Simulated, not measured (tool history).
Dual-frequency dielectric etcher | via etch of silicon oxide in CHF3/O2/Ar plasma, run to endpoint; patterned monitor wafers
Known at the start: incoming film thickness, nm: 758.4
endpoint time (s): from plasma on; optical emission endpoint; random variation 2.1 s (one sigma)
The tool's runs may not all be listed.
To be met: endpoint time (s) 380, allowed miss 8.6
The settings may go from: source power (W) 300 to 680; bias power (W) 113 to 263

run	hour	source power (W)	bias power (W)	endpoint time (s)
1	0	490	188	418.22
2	4.9	530	188	396.77
3	7.5	540	189	393.24
4	14.3	470	189	429.13
5	21.6	490	190	417.55
6	27.1	490	206	401.37
7	28.7	560	212	364.93
8	30.3	550	212	370.36
9	36.1	550	212	370.56

5 next moves are on the table. One of them brings every result within its allowed miss. Which?
A	41.9	540	203	?
B	41.9	580	212	?
C	41.9	580	205	?
D	41.9	540	171	?
E	41.9	480	207	?

move	endpoint time (s)
A	381.98
B	360.88
C	365.5
D	407.52
E	406.51
A: meets every target
B: further off than the last run
C: further off than the last run
D: takes the result that was furthest off past its target
E: takes the result that was furthest off past its target
The right move is A.
